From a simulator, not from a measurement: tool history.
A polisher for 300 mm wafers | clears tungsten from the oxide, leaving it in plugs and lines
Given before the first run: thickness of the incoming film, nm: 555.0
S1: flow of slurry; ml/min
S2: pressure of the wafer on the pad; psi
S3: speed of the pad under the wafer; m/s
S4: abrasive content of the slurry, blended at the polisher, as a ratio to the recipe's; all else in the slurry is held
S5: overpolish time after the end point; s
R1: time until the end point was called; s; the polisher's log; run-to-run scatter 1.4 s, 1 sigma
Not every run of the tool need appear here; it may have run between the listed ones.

run	hour	S1	S2	S3	S4	S5	R1
1	0	145	4.5	0.84	1	19	98.999
2	5	140	4.1	0.84	1	19	105.48
3	8.9	140	4.1	0.98	1	19	90.657
4	15.6	140	4.1	0.88	1	19	100.57
5	19.6	140	4.1	0.78	1	19	112.69
6	27	140	4.1	0.78	0.9	19	114.04
7	28.5	140	4.1	0.78	0.9	19	113.01
8	29.8	140	3.9	0.78	0.9	19	120

For run 9, what comes out?
9	31.9	140	3.8	0.78	0.9	19	?

R1: 121.55 s

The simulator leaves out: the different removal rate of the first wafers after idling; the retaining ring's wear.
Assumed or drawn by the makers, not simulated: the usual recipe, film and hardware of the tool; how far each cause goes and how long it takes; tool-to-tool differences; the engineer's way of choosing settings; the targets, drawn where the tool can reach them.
